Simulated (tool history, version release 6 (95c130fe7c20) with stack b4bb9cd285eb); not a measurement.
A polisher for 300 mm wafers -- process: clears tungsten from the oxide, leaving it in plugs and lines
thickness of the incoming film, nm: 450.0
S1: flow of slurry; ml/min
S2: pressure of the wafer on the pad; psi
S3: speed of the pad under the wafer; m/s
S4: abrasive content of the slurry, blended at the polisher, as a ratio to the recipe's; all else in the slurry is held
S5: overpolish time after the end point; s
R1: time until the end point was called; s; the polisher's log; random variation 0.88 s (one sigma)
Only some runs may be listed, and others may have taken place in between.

| run | hour | S1 | S2 | S3 | S4 | S5 | R1 |
|---|---|---|---|---|---|---|---|
| 1 | 0.0 | 235 | 3.2 | 1.42 | 1.00 | 14 | 84.961 |
| 2 | 6.4 | 235 | 3.4 | 1.44 | 1.00 | 14 | 79.898 |
| 3 | 7.6 | 235 | 3.1 | 1.44 | 1.00 | 14 | 86.328 |
| 4 | 16.3 | 235 | 3.1 | 1.44 | 1.00 | 14 | 88.369 |
| 5 | 24.8 | 235 | 3.1 | 1.44 | 1.00 | 15 | 89.348 |
| 6 | 30.9 | 235 | 3.1 | 1.44 | 0.90 | 15 | 89.366 |
| 7 | 38.0 | 235 | 3.4 | 1.48 | 0.90 | 15 | 80.022 |
| 8 | 45.8 | 240 | 4.3 | 1.74 | 0.95 | 15 | 55.724 |

Predict the results of run 9:
| 9 | 47.7 | 240 | 4.4 | 1.76 | 0.95 | 15 | ? |

R1: 53.329 s
